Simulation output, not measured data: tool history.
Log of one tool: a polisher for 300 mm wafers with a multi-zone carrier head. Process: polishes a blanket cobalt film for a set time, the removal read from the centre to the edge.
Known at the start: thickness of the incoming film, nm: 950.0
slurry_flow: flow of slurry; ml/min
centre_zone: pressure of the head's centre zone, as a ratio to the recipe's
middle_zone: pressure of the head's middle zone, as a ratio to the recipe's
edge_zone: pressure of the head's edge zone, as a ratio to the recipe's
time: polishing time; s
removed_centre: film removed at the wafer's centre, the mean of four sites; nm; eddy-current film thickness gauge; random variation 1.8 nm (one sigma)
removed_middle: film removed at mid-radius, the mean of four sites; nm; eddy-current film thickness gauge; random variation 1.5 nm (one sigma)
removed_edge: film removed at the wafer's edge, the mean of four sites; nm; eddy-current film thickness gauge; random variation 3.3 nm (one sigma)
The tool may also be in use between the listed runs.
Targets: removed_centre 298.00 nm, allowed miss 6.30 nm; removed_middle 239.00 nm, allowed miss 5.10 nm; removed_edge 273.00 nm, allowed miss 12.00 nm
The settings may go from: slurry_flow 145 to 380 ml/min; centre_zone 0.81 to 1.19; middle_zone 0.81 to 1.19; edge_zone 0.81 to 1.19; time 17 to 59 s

run    day  slurry_flow  centre_zone  middle_zone  edge_zone  time  removed_centre  removed_middle  removed_edge
  1  0.000          245         1.00         1.00       1.00    38          268.18          272.32        262.96
  2  0.242          245         0.94         1.00       1.00    38          250.95          270.85        268.38
  3  0.304          255         0.97         0.96       1.01    38          259.49          265.77        271.94
  4  0.396          255         0.97         0.96       1.09    38          260.08          263.71        285.99
  5  0.425          260         1.00         0.93       1.08    38          270.20          258.69        280.72
  6  0.538          260         1.02         0.91       1.08    38          273.20          256.34        285.92
  7  0.562          265         1.05         0.89       1.07    38          282.87          246.88        278.77
  8  0.833          270         1.06         0.88       1.07    38          286.65          244.58        277.21

Which of these 4 next moves meets every target?
  A  1.104          340         1.06         0.86       1.09    38               ?               ?             ?
  B  1.104          310         1.11         0.86       1.05    37               ?               ?             ?
  C  1.104          285         1.05         0.94       1.11    37               ?               ?             ?
  D  1.104          345         1.08         0.89       0.98    36               ?               ?             ?

move  removed_centre  removed_middle  removed_edge
   A          294.34          246.53        281.86
   B          297.55          238.07        267.71
   C          279.06          254.34        273.32
   D          284.59          240.57        253.57
A: brings the result that was furthest off to its target, and leaves another outside
B: meets every target
C: further off than the last run
D: further off than the last run
Move B is the one to make.
